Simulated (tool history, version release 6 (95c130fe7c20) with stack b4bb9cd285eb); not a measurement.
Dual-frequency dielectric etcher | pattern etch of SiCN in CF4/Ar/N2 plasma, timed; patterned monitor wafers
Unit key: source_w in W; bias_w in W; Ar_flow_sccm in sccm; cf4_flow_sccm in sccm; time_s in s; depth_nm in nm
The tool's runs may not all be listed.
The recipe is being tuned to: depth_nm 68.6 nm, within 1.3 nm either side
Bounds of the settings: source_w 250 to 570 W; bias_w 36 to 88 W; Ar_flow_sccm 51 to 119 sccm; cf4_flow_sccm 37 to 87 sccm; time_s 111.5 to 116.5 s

run  hour  source_w  bias_w  Ar_flow_sccm  cf4_flow_sccm  time_s  depth_nm
  1     0       410      62            85             62   111.5    85.632
  2   7.2       410      62            85             62   111.5     85.56
  3    15       410      62            85             62   111.5    85.851
  4  18.2       410      72            85             62   111.5    88.649
  5  21.8       390      72            85             62   111.5     84.85
  6  26.4       380      72            85             62   111.5    83.171
  7  28.7       370      72            85             62   111.5    81.174
  8  37.4       360      72            85             62   111.5    78.705
  9  39.2       350      72            85             62   111.5    77.216
 10  40.5       340      72            85             62   111.5    74.823
 11    48       330      72            85             62   111.5     72.63
 12  52.2       300      72            85             62   111.5    66.534

Pick the move, out of 5, that brings all results within their allowed miss; only one does.
  A  56.4       290      67            58             48   116.5         ?
  B  56.4       300      72            83             66     113         ?
  C  56.4       290      68            85             57   114.5         ?
  D  56.4       300      72            83             50     114         ?
  E  56.4       290      70            82             60   113.5         ?

move  depth_nm
   A    65.665
   B    67.973
   C    64.092
   D    65.623
   E    64.785
A: the biggest miss grows against the last run
B: every result within its allowed miss
C: the biggest miss grows against the last run
D: the biggest miss grows against the last run
E: the biggest miss grows against the last run
B is the move that brings every result within its allowed miss.
